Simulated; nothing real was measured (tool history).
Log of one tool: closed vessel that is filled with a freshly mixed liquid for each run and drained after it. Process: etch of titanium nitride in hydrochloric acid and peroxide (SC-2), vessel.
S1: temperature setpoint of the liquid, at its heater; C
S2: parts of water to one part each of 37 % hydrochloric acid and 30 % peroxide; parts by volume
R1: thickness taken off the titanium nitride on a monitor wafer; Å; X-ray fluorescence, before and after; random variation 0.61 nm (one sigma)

run 1 day=0 | S1=47 S2=9.5 time_in_the_liquid_(s)=2710 | R1=520.8
run 2 day=0.283 | S1=48.5 S2=9.5 time_in_the_liquid_(s)=2710 | R1=583.58
run 3 day=0.692 | S1=45.5 S2=9.5 time_in_the_liquid_(s)=2710 | R1=470.7
run 4 day=0.842 | S1=47 S2=9.5 time_in_the_liquid_(s)=2710 | R1=525.03
run 5 day=1.062 | S1=47 S2=7.5 time_in_the_liquid_(s)=2710 | R1=625.33
run 6 day=1.2 | S1=47 S2=7.5 time_in_the_liquid_(s)=2710 | R1=633.06
run 7 day=1.346 | S1=48 S2=7.5 time_in_the_liquid_(s)=2710 | R1=673.74
run 8 day=1.692 | S1=49 S2=7.5 time_in_the_liquid_(s)=2710 | R1=724.59
run 9 day=1.983 | S1=49.5 S2=7.5 time_in_the_liquid_(s)=2710 | R1=748.95
run 10 day=2.35 | S1=50 S2=7.5 time_in_the_liquid_(s)=2710 | R1=772.26

Run 11 comes next. What will it give?
run 11 day=2.696 | S1=50.5 S2=7.5 time_in_the_liquid_(s)=2710 | R1=?

{"run 11": {"R1": 804.35}}
